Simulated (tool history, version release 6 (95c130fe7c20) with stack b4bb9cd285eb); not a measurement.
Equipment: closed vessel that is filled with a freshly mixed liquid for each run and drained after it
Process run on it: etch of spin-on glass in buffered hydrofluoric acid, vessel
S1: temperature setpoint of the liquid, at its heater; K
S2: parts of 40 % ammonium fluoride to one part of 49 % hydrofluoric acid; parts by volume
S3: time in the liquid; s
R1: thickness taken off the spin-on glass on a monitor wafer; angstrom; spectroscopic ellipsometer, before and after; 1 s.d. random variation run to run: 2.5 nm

run 1 day=0.000 | S1=298.15 S2=14.5 S3=95 | R1=2244.0
run 2 day=0.192 | S1=299.65 S2=14.5 S3=95 | R1=2437.2
run 3 day=0.358 | S1=297.65 S2=14.5 S3=95 | R1=2179.6
run 4 day=0.467 | S1=298.65 S2=13.5 S3=95 | R1=2480.3
run 5 day=0.604 | S1=299.65 S2=12.5 S3=95 | R1=2807.9
run 6 day=0.804 | S1=302.65 S2=12.5 S3=95 | R1=3284.8
run 7 day=1.192 | S1=303.15 S2=11.5 S3=95 | R1=3670.0
run 8 day=1.496 | S1=303.65 S2=11.0 S3=95 | R1=3950.4

Forecast run 9:
run 9 day=1.817 | S1=303.65 S2=10.5 S3=95 | R1=?

{"run 9": {"R1": 4121.2}}

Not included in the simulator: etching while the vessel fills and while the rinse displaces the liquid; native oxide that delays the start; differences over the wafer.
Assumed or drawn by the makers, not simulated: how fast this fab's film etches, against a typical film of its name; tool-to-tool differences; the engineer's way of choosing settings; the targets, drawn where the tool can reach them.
